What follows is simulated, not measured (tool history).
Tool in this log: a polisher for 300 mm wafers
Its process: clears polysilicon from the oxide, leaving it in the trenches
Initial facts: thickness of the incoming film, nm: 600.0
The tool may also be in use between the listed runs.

run,hour,flow of slurry (ml/min),pressure of the wafer on the pad (kPa),speed of the pad under the wafer (cm/s),overpolish time after the end point (s),time until the end point was called (s),dishing of a wide line in a test structure (nm)
1,0.0,320,18.6,126,17,28.653,51.686
2,4.5,320,18.6,102,17,35.850,51.431
3,6.6,325,20.7,102,14,32.145,51.554
4,14.0,325,20.7,126,14,25.813,51.292
5,21.2,325,24.8,126,14,21.906,51.676
6,28.6,330,23.4,128,12,22.733,51.755
7,36.5,290,22.8,130,12,23.294,51.350
8,37.7,265,22.1,132,10,23.445,52.228
9,45.5,325,22.1,132,16,23.333,51.893
10,46.7,370,21.4,132,13,23.985,52.140
11,51.5,320,22.1,128,18,24.138,52.339
12,52.6,355,22.1,128,15,23.783,52.545
13,59.2,310,22.1,128,12,24.005,52.302
14,67.1,280,23.4,122,18,24.229,52.387
15,68.0,190,23.4,118,10,26.261,51.226
16,73.4,190,24.8,114,9,25.337,50.559
17,76.1,190,25.5,110,8,25.860,49.653
18,81.9,245,28.3,96,5,25.560,45.210
19,87.7,215,28.3,102,7,24.744,50.297
20,94.2,215,28.3,102,7,24.983,49.909
21,102.6,215,28.3,102,7,24.806,49.083
22,103.5,240,28.3,102,6,24.086,49.570
23,104.8,240,28.3,102,6,24.207,48.515
24,113.0,240,28.3,102,6,24.347,48.014

Run 25 comes next. What will it give?
25,118.5,255,28.3,102,6,?,?

time until the end point was called (s): 24.342
dishing of a wide line in a test structure (nm): 48.823

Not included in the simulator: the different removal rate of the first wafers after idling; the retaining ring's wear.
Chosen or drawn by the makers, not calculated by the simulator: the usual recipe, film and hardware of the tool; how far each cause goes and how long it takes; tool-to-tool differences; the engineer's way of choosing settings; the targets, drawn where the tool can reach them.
